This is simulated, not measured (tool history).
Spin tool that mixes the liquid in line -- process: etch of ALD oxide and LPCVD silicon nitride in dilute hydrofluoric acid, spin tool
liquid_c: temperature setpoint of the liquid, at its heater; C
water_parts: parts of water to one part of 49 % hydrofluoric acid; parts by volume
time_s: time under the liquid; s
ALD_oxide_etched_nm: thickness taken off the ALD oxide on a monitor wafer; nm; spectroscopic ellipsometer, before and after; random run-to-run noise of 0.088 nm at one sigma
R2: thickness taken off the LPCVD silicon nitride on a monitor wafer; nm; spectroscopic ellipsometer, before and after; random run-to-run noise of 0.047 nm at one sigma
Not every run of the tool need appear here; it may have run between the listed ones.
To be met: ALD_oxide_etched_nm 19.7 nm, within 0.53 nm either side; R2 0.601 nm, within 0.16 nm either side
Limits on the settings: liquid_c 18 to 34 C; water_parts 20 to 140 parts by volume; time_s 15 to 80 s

Run 1, day 0: liquid_c 26 C, water_parts 75 parts by volume, time_s 40 s. Result: ALD_oxide_etched_nm 7.8634 nm, R2 0.28219 nm.
Run 2, day 0.104: liquid_c 26 C, water_parts 60 parts by volume, time_s 40 s. Result: ALD_oxide_etched_nm 10.161 nm, R2 0.40317 nm.
Run 3, day 0.125: liquid_c 26 C, water_parts 50 parts by volume, time_s 40 s. Result: ALD_oxide_etched_nm 12.306 nm, R2 0.47305 nm.
Run 4, day 0.333: liquid_c 26.5 C, water_parts 50 parts by volume, time_s 40 s. Result: ALD_oxide_etched_nm 12.627 nm, R2 0.46991 nm.
Run 5, day 0.529: liquid_c 27.5 C, water_parts 50 parts by volume, time_s 40 s. Result: ALD_oxide_etched_nm 13.166 nm, R2 0.51621 nm.
Run 6, day 0.904: liquid_c 24.5 C, water_parts 50 parts by volume, time_s 40 s. Result: ALD_oxide_etched_nm 11.639 nm, R2 0.44805 nm.
Run 7, day 0.962: liquid_c 24.5 C, water_parts 50 parts by volume, time_s 40 s. Result: ALD_oxide_etched_nm 11.63 nm, R2 0.40022 nm.
Run 8, day 1.233: liquid_c 25 C, water_parts 45 parts by volume, time_s 40 s. Result: ALD_oxide_etched_nm 13.304 nm, R2 0.43873 nm.
Run 9, day 1.342: liquid_c 25.5 C, water_parts 45 parts by volume, time_s 40 s. Result: ALD_oxide_etched_nm 13.506 nm, R2 0.46846 nm.
Run 10, day 1.492: liquid_c 26 C, water_parts 45 parts by volume, time_s 40 s. Result: ALD_oxide_etched_nm 13.732 nm, R2 0.4392 nm.
Run 11, day 1.592: liquid_c 27 C, water_parts 45 parts by volume, time_s 40 s. Result: ALD_oxide_etched_nm 14.308 nm, R2 0.51556 nm.
Run 12, day 1.829: liquid_c 27.5 C, water_parts 45 parts by volume, time_s 40 s. Result: ALD_oxide_etched_nm 14.561 nm, R2 0.57615 nm.

Consider the 5 candidate settings below. Which is the only one whose results all fall within their allowed miss of target?
Run A, day 2.067: liquid_c 26.5 C, water_parts 35 parts by volume, time_s 50 s. Result: ALD_oxide_etched_nm ?, R2 ?.
Run B, day 2.067: liquid_c 31.5 C, water_parts 55 parts by volume, time_s 35 s. Result: ALD_oxide_etched_nm ?, R2 ?.
Run C, day 2.067: liquid_c 21.5 C, water_parts 40 parts by volume, time_s 60 s. Result: ALD_oxide_etched_nm ?, R2 ?.
Run D, day 2.067: liquid_c 34 C, water_parts 90 parts by volume, time_s 45 s. Result: ALD_oxide_etched_nm ?, R2 ?.
Run E, day 2.067: liquid_c 18 C, water_parts 25 parts by volume, time_s 50 s. Result: ALD_oxide_etched_nm ?, R2 ?.

move  ALD_oxide_etched_nm       R2
   A                22.72  0.87751
   B               11.978   0.5454
   C               19.248  0.65866
   D               9.7811  0.49962
   E               22.471  0.67525
A: pushes the last run's worst result past its target
B: further off than the last run
C: hits every target within its allowed miss
D: further off than the last run
E: pushes the last run's worst result past its target
So the answer is move C, the one that meets all the targets.

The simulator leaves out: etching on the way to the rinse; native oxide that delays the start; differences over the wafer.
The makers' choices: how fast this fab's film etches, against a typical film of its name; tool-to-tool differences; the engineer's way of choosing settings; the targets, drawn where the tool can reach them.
